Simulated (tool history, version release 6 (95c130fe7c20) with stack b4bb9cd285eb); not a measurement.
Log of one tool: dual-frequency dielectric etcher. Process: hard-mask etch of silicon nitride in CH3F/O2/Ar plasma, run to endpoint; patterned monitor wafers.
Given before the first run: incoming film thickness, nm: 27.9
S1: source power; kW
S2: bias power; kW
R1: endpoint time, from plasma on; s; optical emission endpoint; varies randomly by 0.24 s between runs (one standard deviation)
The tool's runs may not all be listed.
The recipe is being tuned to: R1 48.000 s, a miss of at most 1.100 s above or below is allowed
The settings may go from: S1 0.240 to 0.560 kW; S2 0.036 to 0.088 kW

run,hour,S1,S2,R1
1,0.0,0.400,0.062,42.049
2,3.0,0.400,0.067,41.482
3,9.9,0.430,0.067,40.483
4,14.0,0.410,0.065,41.059
5,22.4,0.390,0.063,42.068
6,29.1,0.430,0.063,40.681
7,32.7,0.410,0.062,41.836
8,41.6,0.390,0.061,42.851
9,47.3,0.380,0.060,43.080
10,53.5,0.360,0.059,44.364
11,60.2,0.350,0.058,45.117
12,66.2,0.340,0.058,45.980
13,67.5,0.320,0.057,46.694

Exercise: of the 5 proposed moves below, exactly one satisfies all targets within the stated allowed misses. Which move is it?
A,68.8,0.310,0.054,?
B,68.8,0.320,0.044,?
C,68.8,0.320,0.060,?
D,68.8,0.340,0.061,?
E,68.8,0.350,0.056,?

move,R1
A,48.123
B,50.405
C,46.121
D,44.917
E,45.600
A: every result within its allowed miss
B: takes the biggest miss from the last run beyond its target
C: further off than the last run
D: further off than the last run
E: further off than the last run
Answer: A
